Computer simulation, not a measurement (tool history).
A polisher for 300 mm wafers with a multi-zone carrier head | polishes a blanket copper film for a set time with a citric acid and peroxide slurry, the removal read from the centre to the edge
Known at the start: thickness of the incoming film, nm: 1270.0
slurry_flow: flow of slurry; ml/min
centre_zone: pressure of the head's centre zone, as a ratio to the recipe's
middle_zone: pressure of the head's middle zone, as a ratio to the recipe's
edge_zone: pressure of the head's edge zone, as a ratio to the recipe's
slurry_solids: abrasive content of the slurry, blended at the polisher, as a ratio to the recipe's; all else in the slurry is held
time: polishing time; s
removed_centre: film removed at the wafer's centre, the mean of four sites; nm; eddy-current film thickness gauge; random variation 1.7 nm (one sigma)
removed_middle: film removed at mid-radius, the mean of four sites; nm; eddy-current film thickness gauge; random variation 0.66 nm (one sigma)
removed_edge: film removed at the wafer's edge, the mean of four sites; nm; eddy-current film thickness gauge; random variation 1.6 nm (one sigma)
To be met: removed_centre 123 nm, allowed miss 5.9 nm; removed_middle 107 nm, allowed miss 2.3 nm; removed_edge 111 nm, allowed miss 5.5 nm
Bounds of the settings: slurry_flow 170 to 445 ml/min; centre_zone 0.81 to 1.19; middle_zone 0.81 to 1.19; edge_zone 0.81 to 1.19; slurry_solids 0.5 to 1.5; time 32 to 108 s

| run | hour | slurry_flow | centre_zone | middle_zone | edge_zone | slurry_solids | time | removed_centre | removed_middle | removed_edge |
|---|---|---|---|---|---|---|---|---|---|---|
| 1 | 0 | 285 | 1 | 1 | 1 | 1 | 70 | 112.21 | 114.72 | 121.82 |
| 2 | 1.7 | 285 | 1 | 1 | 1 | 1.2 | 70 | 121.26 | 120.29 | 120.27 |
| 3 | 10.2 | 275 | 1.01 | 0.97 | 0.97 | 1.2 | 70 | 120.31 | 116.27 | 121.38 |
| 4 | 14.6 | 280 | 1.04 | 0.97 | 0.95 | 1.2 | 69 | 123.7 | 114.64 | 115.45 |
| 5 | 17.4 | 320 | 1.04 | 0.97 | 0.95 | 1.2 | 69 | 126.31 | 116.76 | 116.08 |
| 6 | 18.5 | 320 | 1.04 | 0.97 | 0.87 | 1.2 | 69 | 124.53 | 116.61 | 112.61 |
| 7 | 26.5 | 305 | 1.05 | 0.95 | 0.87 | 1.2 | 69 | 124.2 | 116.37 | 114.39 |
| 8 | 33.9 | 310 | 1.06 | 0.93 | 0.87 | 1.2 | 68 | 122.65 | 113.97 | 113.08 |
| 9 | 40.9 | 310 | 1.08 | 0.91 | 0.87 | 1.2 | 67 | 124.18 | 109.78 | 109.87 |

4 next moves are on the table. One of them brings every result within its allowed miss. Which?
| A | 47.9 | 380 | 1.05 | 1.12 | 0.81 | 1.25 | 58 | ? | ? | ? |
| B | 47.9 | 275 | 0.99 | 0.87 | 0.83 | 1.2 | 68 | ? | ? | ? |
| C | 47.9 | 290 | 1.04 | 0.82 | 0.81 | 1.3 | 69 | ? | ? | ? |
| D | 47.9 | 310 | 1 | 1.07 | 0.81 | 1.25 | 62 | ? | ? | ? |

| move | removed_centre | removed_middle | removed_edge |
|---|---|---|---|
| A | 107.86 | 110.41 | 95.349 |
| B | 113.76 | 106.86 | 109.58 |
| C | 123.98 | 107.15 | 112.27 |
| D | 107.27 | 112.44 | 100.42 |
A: further off than the last run
B: brings the result that was furthest off to its target, and leaves another outside
C: meets every target
D: further off than the last run
The right move is C.

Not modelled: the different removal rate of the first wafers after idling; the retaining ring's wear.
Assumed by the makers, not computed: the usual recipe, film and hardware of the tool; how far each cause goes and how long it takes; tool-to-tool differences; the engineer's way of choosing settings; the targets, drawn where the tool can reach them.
